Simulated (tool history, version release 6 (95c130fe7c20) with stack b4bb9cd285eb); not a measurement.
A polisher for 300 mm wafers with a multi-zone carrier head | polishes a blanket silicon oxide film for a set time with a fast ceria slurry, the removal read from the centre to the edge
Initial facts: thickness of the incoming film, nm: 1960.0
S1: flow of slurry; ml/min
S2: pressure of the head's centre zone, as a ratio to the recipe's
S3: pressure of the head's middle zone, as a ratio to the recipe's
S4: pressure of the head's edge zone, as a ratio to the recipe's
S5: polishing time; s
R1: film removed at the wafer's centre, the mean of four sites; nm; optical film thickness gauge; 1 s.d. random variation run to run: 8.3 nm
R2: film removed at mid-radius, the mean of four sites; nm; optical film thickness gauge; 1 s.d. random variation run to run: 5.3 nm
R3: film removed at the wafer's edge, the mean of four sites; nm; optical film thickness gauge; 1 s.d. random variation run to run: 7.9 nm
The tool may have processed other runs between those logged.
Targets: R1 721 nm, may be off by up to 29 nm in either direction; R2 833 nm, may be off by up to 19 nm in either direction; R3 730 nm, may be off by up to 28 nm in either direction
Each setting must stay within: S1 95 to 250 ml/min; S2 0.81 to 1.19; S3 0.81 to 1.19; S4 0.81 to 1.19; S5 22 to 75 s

| run | hour | S1 | S2 | S3 | S4 | S5 | R1 | R2 | R3 |
|---|---|---|---|---|---|---|---|---|---|
| 1 | 0 | 160 | 1 | 1 | 1 | 48 | 559.03 | 573.79 | 586.51 |
| 2 | 4.9 | 170 | 1 | 1.02 | 1.01 | 49 | 579.91 | 602.8 | 599.62 |
| 3 | 9.4 | 170 | 0.92 | 1.02 | 1.01 | 49 | 534.44 | 592.3 | 595.28 |
| 4 | 13.2 | 170 | 0.92 | 0.96 | 1.01 | 49 | 521.13 | 571.58 | 591.42 |
| 5 | 15.4 | 175 | 0.92 | 0.99 | 1.01 | 50 | 543.68 | 601.89 | 614.59 |
| 6 | 21.9 | 175 | 0.92 | 0.99 | 1.07 | 50 | 542.59 | 601.82 | 624.57 |
| 7 | 29.6 | 180 | 0.93 | 1.02 | 1.07 | 51 | 553.48 | 641.98 | 647.18 |
| 8 | 35.2 | 185 | 0.95 | 1.04 | 1.07 | 51 | 587.48 | 647.3 | 646.68 |
| 9 | 39.4 | 190 | 0.95 | 1.06 | 1.07 | 52 | 604.67 | 672.45 | 661.38 |
| 10 | 43.8 | 195 | 0.95 | 1.08 | 1.07 | 53 | 603.03 | 693.78 | 673.16 |
| 11 | 48.6 | 200 | 0.96 | 1.09 | 1.07 | 54 | 619.07 | 725.47 | 705.52 |
| 12 | 54.6 | 205 | 0.97 | 1.1 | 1.05 | 54 | 649.07 | 720.62 | 680.29 |
| 13 | 56.1 | 210 | 0.97 | 1.11 | 1.05 | 54 | 638.75 | 736.63 | 692.14 |
| 14 | 58.1 | 215 | 0.98 | 1.12 | 1.05 | 54 | 655.81 | 741.58 | 697.74 |
| 15 | 64.8 | 215 | 0.98 | 1.13 | 1.04 | 54 | 645.52 | 755.74 | 690.25 |
| 16 | 68.4 | 220 | 0.99 | 1.14 | 1.04 | 54 | 665.14 | 756.83 | 681.14 |
| 17 | 73.8 | 220 | 0.99 | 1.15 | 1.04 | 54 | 660.66 | 768.59 | 687.96 |
| 18 | 79.3 | 230 | 1.01 | 1.17 | 1.06 | 55 | 683.65 | 799.97 | 705.22 |

Pick the move, out of 5, that brings all results within their allowed miss; only one does.
| A | 84.8 | 250 | 0.99 | 1.16 | 1 | 57 | ? | ? | ? |
| B | 84.8 | 215 | 1.04 | 1.13 | 1.08 | 56 | ? | ? | ? |
| C | 84.8 | 200 | 1.04 | 1.13 | 0.89 | 57 | ? | ? | ? |
| D | 84.8 | 240 | 1.01 | 1.1 | 1.03 | 57 | ? | ? | ? |
| E | 84.8 | 230 | 1 | 1.13 | 1.03 | 57 | ? | ? | ? |

| move | R1 | R2 | R3 |
|---|---|---|---|
| A | 714.55 | 825.89 | 720.41 |
| B | 721.69 | 777.53 | 724.56 |
| C | 725.92 | 783.22 | 666.97 |
| D | 724.77 | 784.97 | 728.66 |
| E | 713.36 | 798.96 | 725.37 |
A: meets every target
B: lands further from the targets than the last run did
C: lands further from the targets than the last run did
D: lands further from the targets than the last run did
E: about the same distance from the targets as the last run
Move A is the one to make.
